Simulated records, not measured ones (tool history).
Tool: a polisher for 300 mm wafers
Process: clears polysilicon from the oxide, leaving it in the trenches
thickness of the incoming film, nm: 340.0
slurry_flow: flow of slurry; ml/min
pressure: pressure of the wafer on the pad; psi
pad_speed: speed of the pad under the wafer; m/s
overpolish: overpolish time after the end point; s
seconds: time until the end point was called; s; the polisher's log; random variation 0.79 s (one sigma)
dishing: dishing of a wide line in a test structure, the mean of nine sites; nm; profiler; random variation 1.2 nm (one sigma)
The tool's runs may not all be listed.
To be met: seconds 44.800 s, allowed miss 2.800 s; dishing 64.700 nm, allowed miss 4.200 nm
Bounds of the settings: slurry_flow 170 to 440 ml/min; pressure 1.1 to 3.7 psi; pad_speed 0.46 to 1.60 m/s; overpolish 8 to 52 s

run,hour,slurry_flow,pressure,pad_speed,overpolish,seconds,dishing
1,0.0,280,2.4,1.02,26,21.976,65.664
2,5.3,305,2.4,1.02,26,23.110,64.415
3,12.2,305,2.1,1.02,26,25.684,66.578
4,18.9,320,2.0,0.96,25,26.782,64.312
5,22.4,260,2.0,0.96,25,28.680,65.663
6,25.7,265,1.9,0.94,24,29.779,63.988
7,33.8,265,1.8,0.92,26,31.782,64.591
8,40.5,260,1.7,0.92,27,33.177,62.114
9,43.8,260,1.6,0.90,24,37.499,64.876
10,52.1,260,1.5,0.90,24,37.967,61.596
11,55.5,250,1.5,0.86,24,39.732,63.635
12,61.2,250,1.5,0.86,23,40.061,62.316
13,64.0,250,1.5,0.86,23,40.176,64.139
14,66.6,250,1.5,0.86,22,40.791,59.559

5 next moves are on the table. One of them brings every result within its allowed miss. Which?
A,69.2,245,1.5,0.74,36,?,?
B,69.2,225,1.4,0.98,19,?,?
C,69.2,180,1.5,0.72,16,?,?
D,69.2,260,1.7,0.94,24,?,?
E,69.2,250,1.3,0.76,17,?,?

move,seconds,dishing
A,45.934,66.044
B,38.932,62.649
C,49.197,56.297
D,33.613,65.666
E,50.499,56.958
A: meets every target
B: further off than the last run
C: takes the result that was furthest off past its target
D: further off than the last run
E: takes the result that was furthest off past its target
The right move is A.
